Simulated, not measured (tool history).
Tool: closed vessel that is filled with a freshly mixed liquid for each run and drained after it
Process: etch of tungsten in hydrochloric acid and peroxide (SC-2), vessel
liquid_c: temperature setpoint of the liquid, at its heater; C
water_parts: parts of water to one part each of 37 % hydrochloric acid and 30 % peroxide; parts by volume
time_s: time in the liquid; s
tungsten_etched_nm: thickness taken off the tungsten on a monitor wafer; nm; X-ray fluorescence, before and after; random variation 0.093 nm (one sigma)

run,day,liquid_c,water_parts,time_s,tungsten_etched_nm
1,0.000,59.0,9.5,30,9.0090
2,0.246,60.0,9.5,30,9.6295
3,0.438,60.5,9.5,30,9.9770
4,0.775,58.0,9.5,30,8.5694
5,1.138,54.0,9.5,30,6.5958
6,1.454,54.0,12.0,30,5.4392
7,1.742,56.0,12.0,30,6.1873
8,1.875,57.5,12.0,30,6.7913
9,1.929,59.0,12.0,30,7.4631

What does the tool deliver on the next run?
10,2.062,67.0,12.0,30,?

{"run 10": {"tungsten_etched_nm": 12.334}}
